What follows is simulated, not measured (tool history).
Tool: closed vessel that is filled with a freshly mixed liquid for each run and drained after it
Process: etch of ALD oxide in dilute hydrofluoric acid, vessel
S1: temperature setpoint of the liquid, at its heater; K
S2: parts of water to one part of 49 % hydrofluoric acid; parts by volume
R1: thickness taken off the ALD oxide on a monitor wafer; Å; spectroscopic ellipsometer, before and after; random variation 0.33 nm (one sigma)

run 1 hour=0.0 | S1=299.15 S2=120 time_in_the_liquid_(s)=105 | R1=229.18
run 2 hour=6.9 | S1=301.65 S2=100 time_in_the_liquid_(s)=105 | R1=315.62
run 3 hour=15.8 | S1=301.65 S2=100 time_in_the_liquid_(s)=105 | R1=310.40
run 4 hour=20.8 | S1=301.65 S2=80 time_in_the_liquid_(s)=105 | R1=402.88
run 5 hour=22.1 | S1=304.65 S2=80 time_in_the_liquid_(s)=105 | R1=455.48
run 6 hour=24.0 | S1=305.65 S2=80 time_in_the_liquid_(s)=105 | R1=473.03
-- hour=26.3 thermometer replaced
run 7 hour=26.3 | S1=306.15 S2=80 time_in_the_liquid_(s)=105 | R1=451.64
run 8 hour=29.7 | S1=307.15 S2=60 time_in_the_liquid_(s)=105 | R1=646.52
run 9 hour=38.8 | S1=305.65 S2=60 time_in_the_liquid_(s)=105 | R1=605.94
run 10 hour=45.8 | S1=304.65 S2=60 time_in_the_liquid_(s)=105 | R1=584.69

The next listed run, before its measurement:
run 11 hour=54.5 | S1=304.65 S2=60 time_in_the_liquid_(s)=105 | R1=?

Run 11 gave R1 595.23 Å.
